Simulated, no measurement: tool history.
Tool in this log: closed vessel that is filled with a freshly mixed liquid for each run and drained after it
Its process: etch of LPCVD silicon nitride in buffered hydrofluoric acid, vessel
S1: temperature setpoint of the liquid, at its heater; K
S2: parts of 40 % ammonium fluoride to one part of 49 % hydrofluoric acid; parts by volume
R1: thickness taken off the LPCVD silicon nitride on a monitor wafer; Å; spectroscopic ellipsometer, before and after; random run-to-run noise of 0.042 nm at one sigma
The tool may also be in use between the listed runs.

run 1 hour=0.0 | S1=296.15 S2=23.5 time_in_the_liquid_(s)=3065 | R1=184.74
run 2 hour=1.1 | S1=295.65 S2=23.5 time_in_the_liquid_(s)=3065 | R1=180.42
run 3 hour=4.4 | S1=295.15 S2=23.5 time_in_the_liquid_(s)=3065 | R1=175.92
run 4 hour=10.4 | S1=295.15 S2=23.5 time_in_the_liquid_(s)=3065 | R1=176.36
run 5 hour=16.0 | S1=295.15 S2=23.5 time_in_the_liquid_(s)=3275 | R1=186.83
run 6 hour=22.8 | S1=294.65 S2=23.5 time_in_the_liquid_(s)=3275 | R1=182.04
run 7 hour=27.0 | S1=294.15 S2=23.5 time_in_the_liquid_(s)=3275 | R1=176.61
run 8 hour=35.0 | S1=293.65 S2=23.5 time_in_the_liquid_(s)=3275 | R1=172.14
run 9 hour=40.4 | S1=293.15 S2=23.5 time_in_the_liquid_(s)=3275 | R1=168.14
run 10 hour=44.5 | S1=292.65 S2=23.5 time_in_the_liquid_(s)=3275 | R1=162.79
run 11 hour=45.6 | S1=292.15 S2=23.5 time_in_the_liquid_(s)=3275 | R1=158.17
run 12 hour=53.8 | S1=291.15 S2=24.0 time_in_the_liquid_(s)=3275 | R1=147.47

Run 13 is up next; what results do you expect?
run 13 hour=61.3 | S1=290.65 S2=24.0 time_in_the_liquid_(s)=3275 | R1=?

R1: 143.85 Å
